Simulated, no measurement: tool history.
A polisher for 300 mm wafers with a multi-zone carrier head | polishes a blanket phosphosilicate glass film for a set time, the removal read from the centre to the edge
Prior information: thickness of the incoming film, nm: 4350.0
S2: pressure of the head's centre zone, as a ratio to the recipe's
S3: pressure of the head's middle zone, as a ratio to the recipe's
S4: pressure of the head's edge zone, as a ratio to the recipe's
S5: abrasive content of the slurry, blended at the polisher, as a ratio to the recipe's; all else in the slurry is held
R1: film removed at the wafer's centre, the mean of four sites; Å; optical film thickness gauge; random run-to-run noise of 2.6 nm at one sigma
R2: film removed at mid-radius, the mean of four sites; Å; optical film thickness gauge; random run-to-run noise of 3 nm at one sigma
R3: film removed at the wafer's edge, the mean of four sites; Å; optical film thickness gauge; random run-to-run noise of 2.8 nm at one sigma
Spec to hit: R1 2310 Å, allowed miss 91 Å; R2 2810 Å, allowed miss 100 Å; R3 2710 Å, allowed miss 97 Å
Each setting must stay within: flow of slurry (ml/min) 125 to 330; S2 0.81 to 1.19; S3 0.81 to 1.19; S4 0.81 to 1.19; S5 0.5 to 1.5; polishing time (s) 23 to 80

Run 1, hour 0: flow of slurry (ml/min) 210, S2 1, S3 1, S4 1, S5 1, polishing time (s) 51. Result: R1 3480.5 Å, R2 3491.6 Å, R3 3551.6 Å.
Run 2, hour 6.5: flow of slurry (ml/min) 200, S2 0.95, S3 1, S4 0.97, S5 0.85, polishing time (s) 51. Result: R1 3005.5 Å, R2 3091.5 Å, R3 3092.9 Å.
Run 3, hour 14.5: flow of slurry (ml/min) 185, S2 0.91, S3 1.02, S4 0.97, S5 0.8, polishing time (s) 51. Result: R1 2729 Å, R2 3034.4 Å, R3 3028.9 Å.
Run 4, hour 18.7: flow of slurry (ml/min) 180, S2 0.88, S3 1.02, S4 0.94, S5 0.8, polishing time (s) 51. Result: R1 2680.8 Å, R2 3018.4 Å, R3 2917.1 Å.
Run 5, hour 23: flow of slurry (ml/min) 180, S2 0.88, S3 1.06, S4 0.94, S5 0.8, polishing time (s) 51. Result: R1 2597.2 Å, R2 3186.2 Å, R3 2855.4 Å.
Run 6, hour 27.3: flow of slurry (ml/min) 180, S2 0.88, S3 1.06, S4 1.02, S5 0.8, polishing time (s) 51. Result: R1 2617.7 Å, R2 3125.4 Å, R3 3022.8 Å.
Run 7, hour 32.1: flow of slurry (ml/min) 175, S2 0.86, S3 1.05, S4 1, S5 0.75, polishing time (s) 51. Result: R1 2384.4 Å, R2 2993.7 Å, R3 2863.2 Å.
Run 8, hour 35.9: flow of slurry (ml/min) 170, S2 0.86, S3 1.04, S4 0.98, S5 0.75, polishing time (s) 51. Result: R1 2403 Å, R2 2942.5 Å, R3 2847.7 Å.

Next run, 4 choices. One meets every target within its allowed miss, the rest don't. Which?
Run A, hour 39.7: flow of slurry (ml/min) 150, S2 0.82, S3 0.97, S4 0.95, S5 0.8, polishing time (s) 51. Result: R1 ?, R2 ?, R3 ?.
Run B, hour 39.7: flow of slurry (ml/min) 160, S2 0.81, S3 1.07, S4 1.03, S5 0.75, polishing time (s) 55. Result: R1 ?, R2 ?, R3 ?.
Run C, hour 39.7: flow of slurry (ml/min) 190, S2 0.81, S3 0.91, S4 0.95, S5 0.65, polishing time (s) 61. Result: R1 ?, R2 ?, R3 ?.
Run D, hour 39.7: flow of slurry (ml/min) 180, S2 0.86, S3 1.05, S4 0.97, S5 0.7, polishing time (s) 51. Result: R1 ?, R2 ?, R3 ?.

move      R1      R2      R3
   A  2335.4  2848.1  2877.1
   B  2418.8    3237  3110.5
   C  2492.8  2902.8    3056
   D  2323.9  2872.7  2710.2
A: the biggest miss grows against the last run
B: the biggest miss grows against the last run
C: the biggest miss grows against the last run
D: meets every target
D meets every target.
